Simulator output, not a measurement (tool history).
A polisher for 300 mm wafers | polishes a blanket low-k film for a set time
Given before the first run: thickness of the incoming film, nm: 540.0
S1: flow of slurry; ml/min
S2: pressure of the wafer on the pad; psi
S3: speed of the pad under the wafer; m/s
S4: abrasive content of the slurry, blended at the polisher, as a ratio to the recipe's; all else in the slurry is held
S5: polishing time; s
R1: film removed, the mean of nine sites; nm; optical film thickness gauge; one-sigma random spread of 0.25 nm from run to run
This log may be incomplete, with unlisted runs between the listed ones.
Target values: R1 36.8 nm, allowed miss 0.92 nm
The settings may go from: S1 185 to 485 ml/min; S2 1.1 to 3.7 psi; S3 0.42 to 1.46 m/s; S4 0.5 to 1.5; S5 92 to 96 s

run,hour,S1,S2,S3,S4,S5,R1
1,0,310,2.4,0.94,1,92,43.287
2,0.9,310,2.4,0.94,1,96,46.007
3,9.2,310,2.4,0.94,1.05,96,46.684
4,9.8,310,2.3,0.94,1.05,96,45.713
5,10.7,310,2.3,0.94,1.05,92,43.409
6,16.9,310,2.2,0.94,1.05,92,41.893
7,23.5,310,2.1,0.94,1.05,92,41.016
8,27.7,310,2,0.94,1.05,92,40.04
9,31.4,310,2,0.94,1.05,92,39.79
10,34.3,310,1.9,0.94,1.05,92,38.827
11,41,305,1.8,0.94,1.05,92,37.819

Next run, 4 choices. One meets every target within its allowed miss, the rest don't. Which?
A,47.7,285,1.7,0.98,0.95,92,?
B,47.7,345,2.1,0.74,1.05,92,?
C,47.7,290,1.8,0.8,1.25,92,?
D,47.7,275,1.5,1.06,0.8,92,?

move,R1
A,36.164
B,34.398
C,35.096
D,33.866
A: each result inside its tolerance
B: takes the biggest miss from the last run beyond its target
C: takes the biggest miss from the last run beyond its target
D: takes the biggest miss from the last run beyond its target
A meets every target.

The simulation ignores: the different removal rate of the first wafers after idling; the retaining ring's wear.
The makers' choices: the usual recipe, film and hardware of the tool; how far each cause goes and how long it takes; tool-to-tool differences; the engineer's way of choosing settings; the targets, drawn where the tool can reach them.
